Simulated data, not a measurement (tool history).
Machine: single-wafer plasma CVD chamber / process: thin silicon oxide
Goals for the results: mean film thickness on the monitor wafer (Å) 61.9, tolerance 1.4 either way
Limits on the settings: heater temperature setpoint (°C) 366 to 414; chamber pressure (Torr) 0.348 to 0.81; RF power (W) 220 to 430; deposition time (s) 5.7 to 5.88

run,hour,heater temperature setpoint (°C),chamber pressure (Torr),RF power (W),deposition time (s),mean film thickness on the monitor wafer (Å)
1,0,390,0.579,325,5.7,79.023
2,7,394,0.579,325,5.7,78.791
3,10.1,394,0.664,325,5.7,90.069
4,15.1,394,0.613,325,5.7,83.492
5,18.3,394,0.613,345,5.7,85.252
6,24.8,398,0.613,345,5.7,84.874
7,28,398,0.576,345,5.7,79.826
8,29.7,398,0.546,345,5.7,75.715
9,35.1,398,0.523,345,5.7,72.85
10,40.9,398,0.504,345,5.7,70.164
11,41.4,398,0.49,345,5.7,68.254
12,48.9,398,0.479,345,5.7,66.611

Consider the 4 candidate settings below. Which is the only one whose results all fall within their allowed miss of target?
A,56.4,399,0.422,345,5.7,?
B,56.4,402,0.472,295,5.7,?
C,56.4,398,0.408,365,5.72,?
D,56.4,398,0.431,315,5.7,?

move,mean film thickness on the monitor wafer (Å)
A,58.637
B,62.098
C,57.989
D,58.133
A: takes the biggest miss from the last run beyond its target
B: every result lands within tolerance
C: takes the biggest miss from the last run beyond its target
D: takes the biggest miss from the last run beyond its target
Answer: B
